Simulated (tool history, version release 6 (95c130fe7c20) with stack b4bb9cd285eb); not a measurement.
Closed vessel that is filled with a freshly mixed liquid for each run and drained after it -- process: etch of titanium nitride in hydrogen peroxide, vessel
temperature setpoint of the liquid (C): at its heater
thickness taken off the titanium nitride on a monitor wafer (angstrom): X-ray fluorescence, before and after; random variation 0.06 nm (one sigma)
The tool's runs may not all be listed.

run    day  temperature setpoint of the liquid (C)  concentration of hydrogen peroxide in the mixed liquid (% by weight)  time in the liquid (s)  thickness taken off the titanium nitride on a monitor wafer (angstrom)
  1  0.000                                    50.0                                                                  25.5                     310                                                                  249.09
  2  0.079                                    48.0                                                                  25.5                     310                                                                  215.46
  3  0.446                                    46.5                                                                  25.5                     310                                                                  193.02
  4  0.521                                    45.0                                                                  25.5                     310                                                                  172.92
  5  0.829                                    44.0                                                                  25.5                     310                                                                  160.71
  6  0.950                                    38.5                                                                  25.5                     310                                                                  104.93

Run 7, settings as shown, results not yet in. Your forecast:
  7  1.229                                    39.0                                                                  25.5                     310                                                                       ?

Run 7 produced thickness taken off the titanium nitride on a monitor wafer (angstrom) 110.25.

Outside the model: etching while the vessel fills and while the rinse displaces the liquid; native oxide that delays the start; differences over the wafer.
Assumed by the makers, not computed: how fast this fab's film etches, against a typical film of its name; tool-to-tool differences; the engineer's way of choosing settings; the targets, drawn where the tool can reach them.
